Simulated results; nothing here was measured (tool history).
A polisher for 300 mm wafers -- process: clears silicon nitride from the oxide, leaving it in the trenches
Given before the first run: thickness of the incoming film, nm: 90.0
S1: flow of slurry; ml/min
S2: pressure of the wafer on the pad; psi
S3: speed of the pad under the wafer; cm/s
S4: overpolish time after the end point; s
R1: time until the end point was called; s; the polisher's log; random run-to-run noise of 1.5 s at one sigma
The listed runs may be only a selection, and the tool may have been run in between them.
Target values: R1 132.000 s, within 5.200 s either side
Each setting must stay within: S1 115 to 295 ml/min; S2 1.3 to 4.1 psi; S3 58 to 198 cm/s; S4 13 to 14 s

run  hour   S1   S2   S3  S4       R1
  1   0.0  190  2.7  128  13   76.332
  2   7.2  190  2.5  128  13   81.440
  3  16.0  190  2.3  126  13   90.074
  4  24.3  230  2.3  126  13   87.618
  5  29.7  230  2.8  126  13   72.105
  6  33.5  230  2.8  126  13   74.293
  7  35.3  230  2.6  124  13   79.670
  8  39.7  220  1.9  112  13  117.010

4 candidate next runs follow, results not yet known. Just one meets every target within its allowed miss. Identify it.
  A  44.1  175  2.2  112  13   ?
  B  44.1  185  1.9  122  13   ?
  C  44.1  215  2.0  112  13   ?
  D  44.1  200  1.8  106  13   ?

move       R1
   A  107.270
   B  112.670
   C  114.030
   D  134.350
A: its largest miss is bigger than the last run's
B: its largest miss is bigger than the last run's
C: its largest miss is bigger than the last run's
D: each result inside its tolerance
D meets every target.
